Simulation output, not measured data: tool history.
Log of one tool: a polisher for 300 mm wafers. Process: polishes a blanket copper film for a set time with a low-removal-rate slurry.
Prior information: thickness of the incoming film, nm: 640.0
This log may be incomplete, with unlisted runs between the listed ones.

run  hour  flow of slurry (ml/min)  pressure of the wafer on the pad (psi)  speed of the pad under the wafer (m/s)  abrasive content of the slurry  polishing time (s)  film removed (Å)
  1     0                      280                                       2                                    1.18                               1                  54              1400
  2   2.7                      280                                     1.9                                    1.16                               1                  54              1302
  3   3.4                      280                                     1.8                                    1.14                               1                  54            1242.9
  4   5.2                      280                                     1.7                                    1.12                               1                  54            1136.9
  5   9.7                      280                                     1.7                                    1.12                               1                  54            1145.3
  6  10.8                      280                                     1.7                                     1.3                               1                  54            1276.1
  7  11.7                      280                                     1.6                                    1.26                               1                  54            1189.2
  8  16.2                      280                                     1.5                                    1.24                               1                  54            1094.5

The next listed run, before its measurement:
  9  18.4                      280                                     1.4                                    1.22                               1                  54                 ?

{"run 9": {"film removed (Å)": 1013.5}}
